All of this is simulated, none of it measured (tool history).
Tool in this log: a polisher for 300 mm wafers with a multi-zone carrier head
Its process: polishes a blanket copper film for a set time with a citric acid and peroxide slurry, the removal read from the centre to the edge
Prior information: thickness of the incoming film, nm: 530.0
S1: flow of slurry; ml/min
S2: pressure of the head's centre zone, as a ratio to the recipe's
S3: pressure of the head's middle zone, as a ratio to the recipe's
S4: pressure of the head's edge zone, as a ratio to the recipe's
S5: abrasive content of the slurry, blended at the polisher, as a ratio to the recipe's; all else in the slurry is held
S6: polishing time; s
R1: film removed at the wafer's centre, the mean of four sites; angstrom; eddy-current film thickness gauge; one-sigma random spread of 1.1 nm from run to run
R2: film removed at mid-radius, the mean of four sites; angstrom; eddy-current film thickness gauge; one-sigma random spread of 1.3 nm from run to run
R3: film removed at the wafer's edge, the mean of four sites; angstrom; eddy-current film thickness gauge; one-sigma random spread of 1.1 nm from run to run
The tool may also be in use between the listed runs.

| run | hour | S1 | S2 | S3 | S4 | S5 | S6 | R1 | R2 | R3 |
|---|---|---|---|---|---|---|---|---|---|---|
| 1 | 0.0 | 230 | 1.00 | 1.00 | 1.00 | 1.00 | 69 | 1238.30 | 1263.80 | 1228.00 |
| 2 | 0.5 | 230 | 0.96 | 1.00 | 1.00 | 1.00 | 69 | 1177.30 | 1247.10 | 1247.10 |
| 3 | 7.0 | 225 | 0.98 | 0.97 | 0.98 | 0.95 | 69 | 1190.60 | 1175.80 | 1231.50 |
| 4 | 14.0 | 225 | 0.98 | 0.97 | 0.98 | 0.95 | 56 | 976.77 | 957.98 | 989.21 |
| 5 | 21.1 | 230 | 1.00 | 0.96 | 1.00 | 1.00 | 56 | 1005.40 | 986.14 | 990.02 |
| 6 | 26.2 | 230 | 1.00 | 0.96 | 1.07 | 1.00 | 56 | 997.81 | 997.41 | 1061.00 |
| 7 | 27.9 | 290 | 1.10 | 0.94 | 1.06 | 1.05 | 56 | 1136.90 | 997.06 | 1071.10 |
| 8 | 34.9 | 290 | 1.10 | 0.94 | 1.06 | 1.05 | 56 | 1137.20 | 1001.30 | 1053.20 |
| 9 | 41.9 | 290 | 1.11 | 0.94 | 1.07 | 1.05 | 56 | 1146.90 | 1001.00 | 1078.80 |
| 10 | 48.9 | 290 | 1.12 | 0.94 | 1.07 | 1.05 | 56 | 1158.10 | 1022.40 | 1087.30 |
| 11 | 54.3 | 290 | 1.12 | 0.94 | 1.07 | 1.05 | 56 | 1153.90 | 992.67 | 1099.30 |
| 12 | 59.7 | 295 | 1.13 | 0.94 | 1.06 | 1.05 | 56 | 1185.30 | 996.48 | 1068.90 |
| 13 | 66.2 | 295 | 1.14 | 0.94 | 1.06 | 1.05 | 56 | 1192.20 | 1014.00 | 1096.00 |

Run 14, settings as shown, results not yet in. Your forecast:
| 14 | 68.9 | 295 | 1.14 | 0.94 | 1.05 | 1.05 | 56 | ? | ? | ? |

{"run 14": {"R1": 1170.0, "R2": 985.49, "R3": 1092.3}}
